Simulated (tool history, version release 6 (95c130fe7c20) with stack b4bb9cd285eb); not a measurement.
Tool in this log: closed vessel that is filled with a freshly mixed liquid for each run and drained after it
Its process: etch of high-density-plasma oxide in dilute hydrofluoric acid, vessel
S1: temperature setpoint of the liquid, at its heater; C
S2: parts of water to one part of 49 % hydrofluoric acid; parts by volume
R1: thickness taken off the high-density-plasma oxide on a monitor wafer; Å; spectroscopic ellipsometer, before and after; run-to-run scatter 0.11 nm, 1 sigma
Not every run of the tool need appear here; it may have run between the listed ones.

{"run": 1, "hour": 0.0, "S1": 20, "S2": 140, "time in the liquid (s)": 465, "R1": 239.99}
{"run": 2, "hour": 6.0, "S1": 20, "S2": 170, "time in the liquid (s)": 465, "R1": 192.19}
{"run": 3, "hour": 8.5, "S1": 20, "S2": 170, "time in the liquid (s)": 465, "R1": 192.24}
{"run": 4, "hour": 16.9, "S1": 20, "S2": 205, "time in the liquid (s)": 465, "R1": 153.88}
{"run": 5, "hour": 20.2, "S1": 20, "S2": 205, "time in the liquid (s)": 365, "R1": 120.73}
{"run": 6, "hour": 28.1, "S1": 20, "S2": 205, "time in the liquid (s)": 465, "R1": 153.56}
{"run": 7, "hour": 32.2, "S1": 24, "S2": 150, "time in the liquid (s)": 465, "R1": 260.63}

Predict the results of run 8:
{"run": 8, "hour": 33.4, "S1": 24.5, "S2": 150, "time in the liquid (s)": 465, "R1": "?"}

{"run 8": {"R1": 263.35}}

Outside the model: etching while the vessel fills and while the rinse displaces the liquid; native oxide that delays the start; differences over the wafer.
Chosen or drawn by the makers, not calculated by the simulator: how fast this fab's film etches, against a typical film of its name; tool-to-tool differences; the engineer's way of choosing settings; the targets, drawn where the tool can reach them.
